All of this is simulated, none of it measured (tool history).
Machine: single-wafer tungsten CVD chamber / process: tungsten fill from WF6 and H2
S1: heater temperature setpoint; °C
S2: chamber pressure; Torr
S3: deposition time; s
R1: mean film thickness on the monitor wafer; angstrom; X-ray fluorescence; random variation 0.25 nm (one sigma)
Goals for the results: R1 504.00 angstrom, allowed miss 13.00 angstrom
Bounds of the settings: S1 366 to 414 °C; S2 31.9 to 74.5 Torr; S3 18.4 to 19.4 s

run	hour	S1	S2	S3	R1
1	0.0	390	53.2	19.4	565.91
2	1.0	390	53.2	19.4	564.31
3	9.9	390	53.2	19.4	569.55
4	11.4	388	53.0	19.4	553.17
5	14.0	388	53.0	19.4	548.34
6	20.6	387	52.9	19.4	531.12
7	25.1	386	52.8	19.4	528.66
8	27.6	385	52.7	19.4	519.91

Exercise: of the 4 proposed moves below, exactly one satisfies all targets within the stated allowed misses. Which move is it?
A	30.1	382	61.7	18.5	?
B	30.1	389	58.4	19.3	?
C	30.1	389	51.2	19.4	?
D	30.1	390	51.5	18.4	?

move	R1
A	499.34
B	576.31
C	551.29
D	532.99
A: hits every target within its allowed miss
B: the biggest miss grows against the last run
C: the biggest miss grows against the last run
D: the biggest miss grows against the last run
Correct choice: A, which meets every target
